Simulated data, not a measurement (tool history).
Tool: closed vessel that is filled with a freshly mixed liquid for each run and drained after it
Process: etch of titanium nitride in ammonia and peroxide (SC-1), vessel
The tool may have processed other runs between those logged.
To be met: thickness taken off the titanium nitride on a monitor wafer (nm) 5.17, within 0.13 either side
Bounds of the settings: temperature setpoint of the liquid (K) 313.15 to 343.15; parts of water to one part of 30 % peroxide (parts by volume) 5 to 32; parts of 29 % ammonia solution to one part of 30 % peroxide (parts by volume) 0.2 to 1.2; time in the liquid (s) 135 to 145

run	hour	temperature setpoint of the liquid (K)	parts of water to one part of 30 % peroxide (parts by volume)	parts of 29 % ammonia solution to one part of 30 % peroxide (parts by volume)	time in the liquid (s)	thickness taken off the titanium nitride on a monitor wafer (nm)
1	0	329.15	17.5	0.7	135	7.5454
2	2.2	324.65	17.5	0.7	135	5.6281
3	7.8	327.65	17.5	0.7	135	6.838
4	15.3	327.65	17.5	0.7	135	6.8492
5	23.1	327.15	17.5	0.7	135	6.551
6	24.5	326.65	17.5	0.7	135	6.3351
7	30.2	326.15	17.5	0.7	135	6.119
8	35.9	325.65	17.5	0.7	135	5.9481
9	40.7	325.15	17.5	0.7	135	5.8054
10	46.6	324.65	17.5	0.7	135	5.4527
11	50.9	324.15	17.5	0.7	135	5.366

Which one of the following 5 next-run settings gets every result inside its allowed miss? There is exactly one.
A	55.2	324.15	19.5	0.85	135	?
B	55.2	322.15	15	0.75	145	?
C	55.2	326.65	22.5	0.45	145	?
D	55.2	323.15	15.5	0.55	145	?
E	55.2	323.65	14.5	0.45	140	?

move	thickness taken off the titanium nitride on a monitor wafer (nm)
A	5.2079
B	5.4895
C	5.4591
D	5.4743
E	5.4719
A: all results in spec
B: further off than the last run
C: further off than the last run
D: further off than the last run
E: further off than the last run
Move A is the one to make.
